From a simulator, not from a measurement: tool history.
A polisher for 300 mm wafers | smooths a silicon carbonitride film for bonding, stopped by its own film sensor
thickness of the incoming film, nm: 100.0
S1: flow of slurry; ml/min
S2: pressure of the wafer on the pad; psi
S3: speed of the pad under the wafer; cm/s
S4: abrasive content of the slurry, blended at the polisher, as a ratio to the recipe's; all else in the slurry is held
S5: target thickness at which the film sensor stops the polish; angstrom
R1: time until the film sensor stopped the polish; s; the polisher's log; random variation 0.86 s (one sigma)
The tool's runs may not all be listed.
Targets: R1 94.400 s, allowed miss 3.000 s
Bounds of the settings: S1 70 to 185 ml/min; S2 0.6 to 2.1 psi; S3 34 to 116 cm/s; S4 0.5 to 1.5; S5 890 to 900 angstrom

{"run": 1, "day": 0.0, "S1": 120, "S2": 1.3, "S3": 74, "S4": 1.0, "S5": 890, "R1": 80.834}
{"run": 2, "day": 0.275, "S1": 140, "S2": 1.3, "S3": 74, "S4": 1.0, "S5": 890, "R1": 79.088}
{"run": 3, "day": 0.454, "S1": 155, "S2": 1.3, "S3": 74, "S4": 1.0, "S5": 890, "R1": 75.959}
{"run": 4, "day": 0.729, "S1": 165, "S2": 1.3, "S3": 74, "S4": 1.0, "S5": 890, "R1": 77.76}
{"run": 5, "day": 1.075, "S1": 165, "S2": 1.2, "S3": 74, "S4": 1.0, "S5": 890, "R1": 81.233}
{"run": 6, "day": 1.258, "S1": 165, "S2": 1.2, "S3": 74, "S4": 1.0, "S5": 900, "R1": 74.274}
{"run": 7, "day": 1.404, "S1": 160, "S2": 1.1, "S3": 74, "S4": 1.0, "S5": 900, "R1": 80.538}
{"run": 8, "day": 1.471, "S1": 155, "S2": 1.1, "S3": 74, "S4": 1.0, "S5": 900, "R1": 79.356}
{"run": 9, "day": 1.567, "S1": 155, "S2": 1.0, "S3": 74, "S4": 1.0, "S5": 900, "R1": 87.132}
{"run": 10, "day": 1.938, "S1": 150, "S2": 1.0, "S3": 74, "S4": 1.0, "S5": 900, "R1": 86.215}

4 next moves are on the table. One of them brings every result within its allowed miss. Which?
{"run": "A", "day": 2.308, "S1": 185, "S2": 0.6, "S3": 90, "S4": 1.4, "S5": 890, "R1": "?"}
{"run": "B", "day": 2.308, "S1": 130, "S2": 1.0, "S3": 74, "S4": 1.0, "S5": 900, "R1": "?"}
{"run": "C", "day": 2.308, "S1": 155, "S2": 1.2, "S3": 88, "S4": 0.7, "S5": 890, "R1": "?"}
{"run": "D", "day": 2.308, "S1": 145, "S2": 1.1, "S3": 78, "S4": 1.0, "S5": 890, "R1": "?"}

move=A R1=93.949
move=B R1=87.923
move=C R1=86.626
move=D R1=84.639
A: meets every target
B: nearer than the last run, and not there yet
C: nearer than the last run, and not there yet
D: further off than the last run
Move A is the one to make.

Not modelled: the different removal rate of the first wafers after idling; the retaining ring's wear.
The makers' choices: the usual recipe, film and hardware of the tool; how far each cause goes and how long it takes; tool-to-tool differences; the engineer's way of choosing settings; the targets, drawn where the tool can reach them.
